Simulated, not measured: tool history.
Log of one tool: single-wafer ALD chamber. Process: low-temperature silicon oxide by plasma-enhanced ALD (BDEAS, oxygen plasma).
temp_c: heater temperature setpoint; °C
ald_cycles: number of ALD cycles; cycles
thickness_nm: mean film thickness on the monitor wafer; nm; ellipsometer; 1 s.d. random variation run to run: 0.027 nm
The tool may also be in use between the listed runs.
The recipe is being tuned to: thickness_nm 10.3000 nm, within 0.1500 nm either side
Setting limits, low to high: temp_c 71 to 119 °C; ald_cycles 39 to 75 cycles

run,hour,temp_c,ald_cycles,thickness_nm
1,0.0,95,57,7.9667
2,3.6,93,58,8.1429
3,11.5,91,59,8.3293
4,17.6,90,60,8.5203
5,18.5,83,60,8.7115
6,21.3,82,61,8.8463
7,25.6,81,62,9.0473
8,27.4,80,63,9.1999
9,33.2,79,64,9.3816
10,39.5,78,65,9.5974
11,45.2,78,65,9.5841
12,49.5,77,65,9.6128
13,56.5,75,67,9.9406

Which of these 4 next moves meets every target?
A,63.5,77,70,?
B,63.5,73,66,?
C,63.5,74,67,?
D,63.5,76,65,?

move,thickness_nm
A,10.3260
B,9.8510
C,9.9710
D,9.6167
A: every result within its allowed miss
B: moves away from the targets compared with the last run
C: moves toward the targets from the last run without getting all of them in spec
D: moves away from the targets compared with the last run
The right move is A.
